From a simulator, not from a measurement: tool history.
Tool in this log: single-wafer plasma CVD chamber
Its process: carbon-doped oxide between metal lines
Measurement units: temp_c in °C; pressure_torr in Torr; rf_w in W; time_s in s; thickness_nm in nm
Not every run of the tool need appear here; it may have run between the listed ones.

Run 1, hour 0: temp_c 340 °C, pressure_torr 5.76 Torr, rf_w 395 W, time_s 34.8 s. Result: thickness_nm 156.71 nm.
Run 2, hour 0.8: temp_c 340 °C, pressure_torr 5.76 Torr, rf_w 395 W, time_s 34.8 s. Result: thickness_nm 156.38 nm.
Run 3, hour 1.7: temp_c 335 °C, pressure_torr 6.23 Torr, rf_w 410 W, time_s 34.8 s. Result: thickness_nm 164.15 nm.
Run 4, hour 4.9: temp_c 344 °C, pressure_torr 6.23 Torr, rf_w 410 W, time_s 34.8 s. Result: thickness_nm 160.91 nm.
Run 5, hour 12: temp_c 344 °C, pressure_torr 6.81 Torr, rf_w 410 W, time_s 34.8 s. Result: thickness_nm 162.92 nm.
Run 6, hour 19.2: temp_c 340 °C, pressure_torr 7.21 Torr, rf_w 420 W, time_s 34.8 s. Result: thickness_nm 166.95 nm.

Run 7 comes next. What will it give?
Run 7, hour 25: temp_c 338 °C, pressure_torr 7.38 Torr, rf_w 430 W, time_s 34.8 s. Result: thickness_nm ?.

Run 7 came out at thickness_nm 171.22 nm.
